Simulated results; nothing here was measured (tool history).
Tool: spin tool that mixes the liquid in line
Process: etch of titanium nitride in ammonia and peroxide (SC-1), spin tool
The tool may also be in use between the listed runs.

run  hour  temperature setpoint of the liquid (C)  parts of water to one part of 30 % peroxide (parts by volume)  parts of 29 % ammonia solution to one part of 30 % peroxide (parts by volume)  time under the liquid (s)  thickness taken off the titanium nitride on a monitor wafer (nm)
  1     0                                      47                                                            6.5                                                                           0.55                         85                                                            2.6947
  2   7.9                                      47                                                            6.5                                                                            0.4                         85                                                            2.5587
  3  14.4                                      52                                                            6.5                                                                            0.4                         85                                                            3.6247
  4  15.6                                      52                                                            6.5                                                                           0.55                         85                                                            3.8218
  5  22.4                                      52                                                            8.5                                                                           0.55                         85                                                            3.3587
  6    25                                      52                                                            8.5                                                                            0.4                         85                                                            3.1767

The next listed run, before its measurement:
  7  31.2                                    49.5                                                            8.5                                                                            0.4                         85                                                                 ?

Logged for run 7: thickness taken off the titanium nitride on a monitor wafer (nm) 2.6824.

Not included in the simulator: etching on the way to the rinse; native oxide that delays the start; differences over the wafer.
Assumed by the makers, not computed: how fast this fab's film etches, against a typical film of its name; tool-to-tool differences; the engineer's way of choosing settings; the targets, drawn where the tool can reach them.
